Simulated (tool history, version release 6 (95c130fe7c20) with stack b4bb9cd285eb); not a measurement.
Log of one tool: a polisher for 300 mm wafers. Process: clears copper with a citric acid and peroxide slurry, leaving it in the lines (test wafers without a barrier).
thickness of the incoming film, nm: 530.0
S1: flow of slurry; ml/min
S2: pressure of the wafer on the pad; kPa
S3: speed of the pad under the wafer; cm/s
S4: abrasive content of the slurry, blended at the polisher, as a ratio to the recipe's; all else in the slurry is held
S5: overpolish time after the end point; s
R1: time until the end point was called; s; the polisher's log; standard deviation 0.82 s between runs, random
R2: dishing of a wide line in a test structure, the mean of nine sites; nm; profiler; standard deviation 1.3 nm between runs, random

run 1 day=0.000 | S1=315 S2=28.3 S3=122 S4=1.0 S5=29 | R1=162.60 R2=69.715
run 2 day=0.262 | S1=315 S2=31.0 S3=122 S4=1.0 S5=27 | R1=147.03 R2=70.124
run 3 day=0.604 | S1=315 S2=33.1 S3=122 S4=1.0 S5=26 | R1=139.31 R2=70.543
run 4 day=0.933 | S1=385 S2=33.1 S3=122 S4=1.0 S5=26 | R1=140.03 R2=72.804
run 5 day=1.129 | S1=385 S2=35.2 S3=122 S4=1.0 S5=25 | R1=131.73 R2=75.232
run 6 day=1.442 | S1=385 S2=37.2 S3=122 S4=1.0 S5=24 | R1=121.75 R2=73.214
run 7 day=1.471 | S1=385 S2=38.6 S3=122 S4=1.0 S5=24 | R1=116.90 R2=78.621
run 8 day=1.804 | S1=385 S2=40.0 S3=122 S4=1.0 S5=23 | R1=116.33 R2=78.397
run 9 day=1.854 | S1=385 S2=40.0 S3=122 S4=1.0 S5=23 | R1=115.72 R2=78.827

Run 10, settings as shown, results not yet in. Your forecast:
run 10 day=1.942 | S1=390 S2=43.4 S3=128 S4=1.0 S5=18 | R1=? R2=?

Run 10 gave R1 100.70 s, R2 70.961 nm.
